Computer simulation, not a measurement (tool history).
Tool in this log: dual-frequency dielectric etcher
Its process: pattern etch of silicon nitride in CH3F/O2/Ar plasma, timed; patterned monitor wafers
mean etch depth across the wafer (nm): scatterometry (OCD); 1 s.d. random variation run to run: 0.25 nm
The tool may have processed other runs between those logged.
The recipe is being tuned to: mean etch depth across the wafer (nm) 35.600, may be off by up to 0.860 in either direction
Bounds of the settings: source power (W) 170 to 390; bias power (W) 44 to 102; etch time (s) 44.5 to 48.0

run    day  source power (W)  bias power (W)  etch time (s)  mean etch depth across the wafer (nm)
  1  0.000               280              73           48.0                                 32.683
  2  0.158               300              74           48.0                                 33.091
  3  0.279               300              74           44.5                                 30.528
  4  0.500               340              74           44.5                                 31.328
  5  0.625               340              74           44.5                                 31.697
  6  0.912               340              74           44.5                                 31.682
  7  0.996               340              79           45.0                                 32.603
  8  1.179               340              83           45.5                                 34.005

Below are 4 possible settings for the next run. Only one of them brings all results inside the allowed miss of their targets. Which is it?
  A  1.362               360              83           44.5                                      ?
  B  1.362               340              83           48.0                                      ?
  C  1.362               360              83           45.0                                      ?
  D  1.362               320              81           45.5                                      ?

move  mean etch depth across the wafer (nm)
   A                                 33.406
   B                                 35.469
   C                                 33.782
   D                                 32.734
A: further off than the last run
B: every result within its allowed miss
C: further off than the last run
D: further off than the last run
The move that meets every target is B.
